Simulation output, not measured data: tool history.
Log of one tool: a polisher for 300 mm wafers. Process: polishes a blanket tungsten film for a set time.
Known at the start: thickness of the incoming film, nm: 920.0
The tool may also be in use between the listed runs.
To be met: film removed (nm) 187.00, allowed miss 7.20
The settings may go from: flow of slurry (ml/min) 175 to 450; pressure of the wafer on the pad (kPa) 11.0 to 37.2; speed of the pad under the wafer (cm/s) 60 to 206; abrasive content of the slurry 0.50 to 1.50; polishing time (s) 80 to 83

run	hour	flow of slurry (ml/min)	pressure of the wafer on the pad (kPa)	speed of the pad under the wafer (cm/s)	abrasive content of the slurry	polishing time (s)	film removed (nm)
1	0.0	290	24.1	132	1.00	80	459.33
2	1.5	290	22.1	126	1.00	80	407.65
3	7.5	290	26.2	126	1.00	80	465.92
4	11.3	290	30.3	126	1.00	80	560.92
5	16.5	290	27.6	120	1.00	80	466.36
6	20.2	290	27.6	120	1.15	80	503.40
7	21.8	290	25.5	114	1.15	80	437.58
8	29.9	290	23.4	108	1.15	80	380.54
9	38.0	290	21.4	104	1.15	80	339.90
10	38.8	290	20.0	100	1.15	80	300.45
11	40.0	290	18.6	98	1.15	80	274.56
12	43.6	290	17.2	98	1.15	80	253.37
13	50.3	290	11.0	96	1.15	80	167.44

5 next moves are on the table. One of them brings every result within its allowed miss. Which?
A	57.0	290	12.4	92	1.15	83	?
B	57.0	240	13.1	78	1.30	80	?
C	57.0	355	12.4	84	1.20	80	?
D	57.0	260	11.7	84	1.00	80	?
E	57.0	290	14.5	84	1.25	83	?

move	film removed (nm)
A	186.44
B	164.38
C	169.47
D	150.63
E	202.18
A: meets every target
B: further off than the last run
C: nearer than the last run, and not there yet
D: further off than the last run
E: takes the result that was furthest off past its target
Answer: A

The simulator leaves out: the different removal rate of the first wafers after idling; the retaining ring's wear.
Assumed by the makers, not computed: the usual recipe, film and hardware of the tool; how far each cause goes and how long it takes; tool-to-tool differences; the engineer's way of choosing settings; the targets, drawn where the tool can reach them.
